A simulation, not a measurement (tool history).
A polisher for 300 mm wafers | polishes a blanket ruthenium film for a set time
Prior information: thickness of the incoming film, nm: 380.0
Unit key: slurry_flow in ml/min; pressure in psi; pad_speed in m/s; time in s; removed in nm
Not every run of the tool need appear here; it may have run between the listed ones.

| run | hour | slurry_flow | pressure | pad_speed | time | removed |
|---|---|---|---|---|---|---|
| 1 | 0.0 | 300 | 2.2 | 0.92 | 64 | 62.086 |
| 2 | 3.8 | 300 | 2.5 | 0.94 | 64 | 71.037 |
| 3 | 6.4 | 300 | 2.7 | 0.96 | 64 | 76.327 |
| 4 | 14.6 | 300 | 2.9 | 0.98 | 64 | 86.383 |
|  | 15.6 | slurry nozzle cleaned |
| 5 | 15.6 | 300 | 2.9 | 0.98 | 64 | 87.613 |
| 6 | 22.0 | 300 | 3.0 | 0.98 | 64 | 92.397 |
| 7 | 27.9 | 300 | 3.1 | 0.98 | 64 | 93.890 |

Forecast run 8:
| 8 | 32.6 | 300 | 3.2 | 0.98 | 64 | ? |

Run 8 measured removed 95.494 nm.
